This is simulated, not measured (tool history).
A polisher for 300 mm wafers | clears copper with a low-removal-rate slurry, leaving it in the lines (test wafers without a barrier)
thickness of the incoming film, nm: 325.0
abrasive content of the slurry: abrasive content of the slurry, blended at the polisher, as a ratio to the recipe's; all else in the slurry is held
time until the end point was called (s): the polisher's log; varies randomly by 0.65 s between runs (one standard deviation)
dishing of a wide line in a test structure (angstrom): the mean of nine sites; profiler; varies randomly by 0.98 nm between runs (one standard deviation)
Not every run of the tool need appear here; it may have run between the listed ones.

run  hour  flow of slurry (ml/min)  pressure of the wafer on the pad (psi)  speed of the pad under the wafer (cm/s)  abrasive content of the slurry  overpolish time after the end point (s)  time until the end point was called (s)  dishing of a wide line in a test structure (angstrom)
  1   0.0                      285                                     3.0                                      116                            1.00                                       20                                   81.306                                                 548.73
  2   4.8                      285                                     3.0                                      116                            1.10                                       20                                   79.854                                                 557.50
  3  11.1                      285                                     3.0                                      116                            0.95                                       20                                   80.713                                                 550.55
  4  17.9                      285                                     2.3                                      116                            0.95                                       20                                  106.880                                                 448.93
  5  18.8                      285                                     2.5                                      116                            0.95                                       20                                   97.154                                                 466.85
  6  27.6                      285                                     2.7                                      116                            0.95                                       20                                   89.747                                                 501.02
  7  31.5                      285                                     2.8                                      116                            0.95                                       20                                   85.972                                                 509.55
  8  39.7                      285                                     2.9                                      116                            0.95                                       20                                   85.774                                                 523.07
  9  45.1                      285                                     3.0                                      116                            0.95                                       20                                   81.550                                                 548.68
 10  45.6                      285                                     3.1                                      116                            0.95                                       20                                   78.227                                                 556.72

Expected results for the next run?
 11  48.5                      285                                     3.2                                      116                            0.95                                       20                                        ?                                                      ?

time until the end point was called (s): 76.811
dishing of a wide line in a test structure (angstrom): 571.11
